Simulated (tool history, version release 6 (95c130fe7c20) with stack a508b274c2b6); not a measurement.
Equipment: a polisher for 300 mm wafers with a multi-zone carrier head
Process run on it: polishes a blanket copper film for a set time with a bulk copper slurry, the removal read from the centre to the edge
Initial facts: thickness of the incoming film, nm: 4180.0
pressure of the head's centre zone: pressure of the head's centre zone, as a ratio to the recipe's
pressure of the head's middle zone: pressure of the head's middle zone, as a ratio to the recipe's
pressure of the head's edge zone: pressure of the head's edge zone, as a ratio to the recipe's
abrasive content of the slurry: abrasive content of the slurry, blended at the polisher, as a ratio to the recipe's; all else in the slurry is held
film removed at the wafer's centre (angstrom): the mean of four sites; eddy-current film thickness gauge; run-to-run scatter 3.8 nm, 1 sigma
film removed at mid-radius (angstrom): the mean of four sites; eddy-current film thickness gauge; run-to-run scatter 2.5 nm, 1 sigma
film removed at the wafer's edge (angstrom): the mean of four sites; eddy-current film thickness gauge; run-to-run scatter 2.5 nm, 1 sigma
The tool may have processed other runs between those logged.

run  hour  flow of slurry (ml/min)  pressure of the head's centre zone  pressure of the head's middle zone  pressure of the head's edge zone  abrasive content of the slurry  polishing time (s)  film removed at the wafer's centre (angstrom)  film removed at mid-radius (angstrom)  film removed at the wafer's edge (angstrom)
  1   0.0                      140                                1.00                                1.00                              1.00                            1.00                  72                                         3736.1                                 3719.1                                       3653.1
  2   0.6                      130                                1.00                                0.97                              0.96                            0.85                  71                                         3403.9                                 3322.1                                       3354.9
  3   5.5                      130                                1.00                                0.91                              0.96                            0.85                  71                                         3371.8                                 3194.0                                       3365.2
  4   9.3                      125                                1.01                                0.90                              0.92                            0.80                  71                                         3272.9                                 3049.3                                       3206.6
  5  13.1                      120                                1.02                                0.90                              0.89                            0.80                  71                                         3310.3                                 3026.0                                       3144.7
  6  20.7                      120                                1.02                                0.86                              0.89                            0.80                  71                                         3400.3                                 2948.5                                       3165.8
  7  21.5                      115                                1.02                                0.86                              0.87                            0.80                  71                                         3232.9                                 2863.2                                       3106.2
  8  26.0                      115                                1.03                                0.87                              0.85                            0.80                  71                                         3225.8                                 2863.5                                       3063.8

The next listed run, before its measurement:
  9  26.9                      115                                1.04                                0.88                              0.84                            0.80                  71                                              ?                                      ?                                            ?

Logged for run 9: film removed at the wafer's centre (angstrom) 3275.5, film removed at mid-radius (angstrom) 2913.1, film removed at the wafer's edge (angstrom) 3027.7.
